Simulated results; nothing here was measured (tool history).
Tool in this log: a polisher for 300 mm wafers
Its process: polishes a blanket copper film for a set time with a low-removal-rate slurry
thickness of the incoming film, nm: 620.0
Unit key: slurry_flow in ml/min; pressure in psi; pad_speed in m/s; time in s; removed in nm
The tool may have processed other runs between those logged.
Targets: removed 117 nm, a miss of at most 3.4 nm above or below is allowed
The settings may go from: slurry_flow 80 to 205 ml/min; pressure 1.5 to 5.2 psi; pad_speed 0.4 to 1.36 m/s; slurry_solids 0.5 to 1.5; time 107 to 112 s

| run | hour | slurry_flow | pressure | pad_speed | slurry_solids | time | removed |
|---|---|---|---|---|---|---|---|
| 1 | 0 | 135 | 3.3 | 0.88 | 1 | 107 | 269.97 |
| 2 | 3.9 | 135 | 3.3 | 0.88 | 1 | 107 | 267.08 |
| 3 | 5.9 | 130 | 2.8 | 0.82 | 1 | 107 | 220.62 |
| 4 | 7.3 | 125 | 2.4 | 0.74 | 1 | 107 | 176.73 |
| 5 | 12.6 | 120 | 2.1 | 0.7 | 1 | 107 | 154.82 |
| 6 | 20.4 | 120 | 2.1 | 0.82 | 1 | 107 | 179.24 |
| 7 | 28.5 | 115 | 1.9 | 0.76 | 1 | 107 | 155.68 |
| 8 | 37.5 | 95 | 1.5 | 0.62 | 1 | 107 | 106.67 |
| 9 | 45.2 | 100 | 1.5 | 0.62 | 1 | 107 | 107.73 |
| 10 | 50.7 | 105 | 1.5 | 0.62 | 1 | 107 | 109.22 |
| 11 | 52.2 | 110 | 1.5 | 0.62 | 1 | 107 | 110.79 |
| 12 | 57 | 115 | 1.5 | 0.62 | 1 | 107 | 112.63 |
| 13 | 57.8 | 120 | 1.5 | 0.62 | 1 | 107 | 112.13 |

Next run, 4 choices. One meets every target within its allowed miss, the rest don't. Which?
| A | 58.6 | 120 | 1.6 | 0.58 | 0.95 | 107 | ? |
| B | 58.6 | 105 | 1.5 | 0.64 | 0.9 | 112 | ? |
| C | 58.6 | 85 | 1.5 | 0.66 | 0.9 | 107 | ? |
| D | 58.6 | 105 | 1.6 | 0.6 | 1.05 | 107 | ? |

| move | removed |
|---|---|
| A | 109.34 |
| B | 116.61 |
| C | 108.06 |
| D | 111.25 |
A: further off than the last run
B: all results in spec
C: further off than the last run
D: further off than the last run
The move that meets every target is B.
